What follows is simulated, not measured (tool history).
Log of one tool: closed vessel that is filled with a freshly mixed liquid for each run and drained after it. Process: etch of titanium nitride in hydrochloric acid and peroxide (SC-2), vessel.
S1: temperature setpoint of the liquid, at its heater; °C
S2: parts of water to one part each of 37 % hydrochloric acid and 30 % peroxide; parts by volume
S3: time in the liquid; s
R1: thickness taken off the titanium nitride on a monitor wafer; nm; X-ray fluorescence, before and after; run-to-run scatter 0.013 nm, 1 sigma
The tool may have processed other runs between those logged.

{"run": 1, "day": 0.0, "S1": 57.0, "S2": 7.5, "S3": 40, "R1": 1.3229}
{"run": 2, "day": 0.096, "S1": 57.0, "S2": 9.5, "S3": 40, "R1": 1.0979}
{"run": 3, "day": 0.446, "S1": 57.0, "S2": 11.0, "S3": 40, "R1": 0.96147}
{"run": 4, "day": 0.767, "S1": 58.5, "S2": 11.0, "S3": 40, "R1": 1.0672}
{"run": 5, "day": 0.992, "S1": 58.5, "S2": 9.5, "S3": 40, "R1": 1.1959}
{"run": 6, "day": 1.142, "S1": 58.5, "S2": 7.0, "S3": 40, "R1": 1.5342}
{"run": 7, "day": 1.496, "S1": 59.5, "S2": 7.0, "S3": 40, "R1": 1.6369}
{"run": 8, "day": 1.567, "S1": 60.5, "S2": 7.0, "S3": 40, "R1": 1.7452}
{"run": 9, "day": 1.667, "S1": 61.0, "S2": 7.0, "S3": 40, "R1": 1.7881}
{"run": 10, "day": 2.033, "S1": 61.5, "S2": 7.0, "S3": 40, "R1": 1.8538}
{"run": 11, "day": 2.175, "S1": 62.0, "S2": 7.0, "S3": 40, "R1": 1.9131}

Run 12 comes next. What will it give?
{"run": 12, "day": 2.262, "S1": 62.5, "S2": 7.0, "S3": 40, "R1": "?"}

Run 12 gave R1 1.96920 nm.

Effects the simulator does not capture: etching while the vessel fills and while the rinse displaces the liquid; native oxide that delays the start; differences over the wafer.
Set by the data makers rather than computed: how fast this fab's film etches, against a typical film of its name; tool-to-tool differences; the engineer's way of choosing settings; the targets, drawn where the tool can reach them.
